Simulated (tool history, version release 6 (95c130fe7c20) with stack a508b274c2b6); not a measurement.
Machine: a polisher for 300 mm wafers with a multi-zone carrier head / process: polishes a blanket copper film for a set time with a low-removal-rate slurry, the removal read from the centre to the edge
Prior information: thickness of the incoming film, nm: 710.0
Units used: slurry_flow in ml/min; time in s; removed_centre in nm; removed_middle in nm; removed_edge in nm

run 1 hour=0.0 | slurry_flow=310 centre_zone=1.00 middle_zone=1.00 edge_zone=1.00 slurry_solids=1.00 time=51 | removed_centre=179.37 removed_middle=185.01 removed_edge=180.26
run 2 hour=6.5 | slurry_flow=310 centre_zone=1.00 middle_zone=1.00 edge_zone=1.05 slurry_solids=1.00 time=51 | removed_centre=174.72 removed_middle=181.94 removed_edge=186.62
run 3 hour=8.8 | slurry_flow=235 centre_zone=1.00 middle_zone=1.00 edge_zone=1.05 slurry_solids=1.00 time=51 | removed_centre=174.18 removed_middle=178.18 removed_edge=188.37
run 4 hour=14.0 | slurry_flow=235 centre_zone=1.00 middle_zone=1.00 edge_zone=1.05 slurry_solids=0.80 time=51 | removed_centre=161.29 removed_middle=167.36 removed_edge=167.68
run 5 hour=17.6 | slurry_flow=235 centre_zone=0.93 middle_zone=1.00 edge_zone=1.05 slurry_solids=0.80 time=51 | removed_centre=148.30 removed_middle=169.31 removed_edge=174.85
run 6 hour=23.6 | slurry_flow=235 centre_zone=0.89 middle_zone=1.00 edge_zone=1.05 slurry_solids=0.80 time=51 | removed_centre=143.70 removed_middle=166.88 removed_edge=174.01
run 7 hour=25.9 | slurry_flow=240 centre_zone=0.90 middle_zone=1.02 edge_zone=1.05 slurry_solids=0.90 time=52 | removed_centre=154.18 removed_middle=180.28 removed_edge=178.86
run 8 hour=27.8 | slurry_flow=240 centre_zone=0.90 middle_zone=1.03 edge_zone=1.06 slurry_solids=0.95 time=53 | removed_centre=158.01 removed_middle=189.03 removed_edge=184.07
run 9 hour=33.1 | slurry_flow=240 centre_zone=0.90 middle_zone=1.03 edge_zone=1.07 slurry_solids=1.00 time=54 | removed_centre=162.80 removed_middle=194.68 removed_edge=190.83
run 10 hour=37.7 | slurry_flow=240 centre_zone=0.91 middle_zone=1.03 edge_zone=1.08 slurry_solids=1.05 time=55 | removed_centre=171.44 removed_middle=200.95 removed_edge=203.78
run 11 hour=45.3 | slurry_flow=240 centre_zone=0.91 middle_zone=1.03 edge_zone=1.08 slurry_solids=1.05 time=55 | removed_centre=171.61 removed_middle=200.15 removed_edge=199.75
run 12 hour=53.4 | slurry_flow=240 centre_zone=0.91 middle_zone=1.04 edge_zone=1.09 slurry_solids=1.10 time=56 | removed_centre=177.41 removed_middle=208.59 removed_edge=208.60
run 13 hour=60.5 | slurry_flow=240 centre_zone=0.92 middle_zone=1.05 edge_zone=1.10 slurry_solids=1.15 time=57 | removed_centre=185.37 removed_middle=219.05 removed_edge=218.42
run 14 hour=64.5 | slurry_flow=240 centre_zone=0.93 middle_zone=1.06 edge_zone=1.11 slurry_solids=1.20 time=57 | removed_centre=190.70 removed_middle=224.26 removed_edge=219.35
run 15 hour=71.5 | slurry_flow=240 centre_zone=0.93 middle_zone=1.07 edge_zone=1.12 slurry_solids=1.25 time=57 | removed_centre=190.62 removed_middle=228.51 removed_edge=217.68
run 16 hour=73.7 | slurry_flow=240 centre_zone=0.93 middle_zone=1.07 edge_zone=1.12 slurry_solids=1.30 time=58 | removed_centre=199.16 removed_middle=235.49 removed_edge=234.87
run 17 hour=80.5 | slurry_flow=245 centre_zone=0.94 middle_zone=1.08 edge_zone=1.12 slurry_solids=1.30 time=58 | removed_centre=199.66 removed_middle=235.23 removed_edge=234.96
run 18 hour=87.5 | slurry_flow=250 centre_zone=0.95 middle_zone=1.09 edge_zone=1.12 slurry_solids=1.30 time=58 | removed_centre=203.54 removed_middle=240.70 removed_edge=226.76

Predict the results of run 19:
run 19 hour=90.1 | slurry_flow=255 centre_zone=0.96 middle_zone=1.10 edge_zone=1.14 slurry_solids=1.40 time=60 | removed_centre=? removed_middle=? removed_edge=?

removed_centre: 213.80 nm
removed_middle: 253.67 nm
removed_edge: 242.78 nm
